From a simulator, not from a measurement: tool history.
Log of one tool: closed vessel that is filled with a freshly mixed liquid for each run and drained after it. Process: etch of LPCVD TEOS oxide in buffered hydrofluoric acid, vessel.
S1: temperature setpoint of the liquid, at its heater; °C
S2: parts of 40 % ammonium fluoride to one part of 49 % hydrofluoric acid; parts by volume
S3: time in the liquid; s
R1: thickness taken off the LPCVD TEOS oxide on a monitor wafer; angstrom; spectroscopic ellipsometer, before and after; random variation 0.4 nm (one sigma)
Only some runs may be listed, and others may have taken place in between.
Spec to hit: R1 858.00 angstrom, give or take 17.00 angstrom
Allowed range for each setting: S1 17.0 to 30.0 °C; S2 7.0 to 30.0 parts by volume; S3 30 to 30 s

Run 1, hour 0.0: S1 22.0 °C, S2 20.0 parts by volume, S3 30 s. Result: R1 747.01 angstrom.
Run 2, hour 6.0: S1 22.0 °C, S2 16.0 parts by volume, S3 30 s. Result: R1 925.97 angstrom.
Run 3, hour 9.1: S1 22.0 °C, S2 14.0 parts by volume, S3 30 s. Result: R1 1056.50 angstrom.
Run 4, hour 12.5: S1 22.0 °C, S2 14.0 parts by volume, S3 30 s. Result: R1 1058.00 angstrom.
Run 5, hour 18.3: S1 22.0 °C, S2 11.0 parts by volume, S3 30 s. Result: R1 1333.90 angstrom.
Run 6, hour 23.0: S1 20.5 °C, S2 11.5 parts by volume, S3 30 s. Result: R1 1175.60 angstrom.
Run 7, hour 30.5: S1 19.5 °C, S2 12.0 parts by volume, S3 30 s. Result: R1 1069.40 angstrom.
Run 8, hour 32.7: S1 19.0 °C, S2 12.5 parts by volume, S3 30 s. Result: R1 998.43 angstrom.
Run 9, hour 35.8: S1 18.5 °C, S2 12.5 parts by volume, S3 30 s. Result: R1 972.24 angstrom.
Run 10, hour 37.7: S1 18.0 °C, S2 12.5 parts by volume, S3 30 s. Result: R1 946.05 angstrom.
Run 11, hour 42.5: S1 17.5 °C, S2 12.5 parts by volume, S3 30 s. Result: R1 920.41 angstrom.

Exercise: of the 4 proposed moves below, exactly one satisfies all targets within the stated allowed misses. Which move is it?
Run A, hour 47.3: S1 18.0 °C, S2 12.0 parts by volume, S3 30 s. Result: R1 ?.
Run B, hour 47.3: S1 17.5 °C, S2 11.5 parts by volume, S3 30 s. Result: R1 ?.
Run C, hour 47.3: S1 18.0 °C, S2 12.5 parts by volume, S3 30 s. Result: R1 ?.
Run D, hour 47.3: S1 17.0 °C, S2 13.0 parts by volume, S3 30 s. Result: R1 ?.

move       R1
   A   987.62
   B  1000.70
   C   948.92
   D   862.56
A: misses by more than the last run did
B: misses by more than the last run did
C: misses by more than the last run did
D: meets every target
The move that meets every target is D.
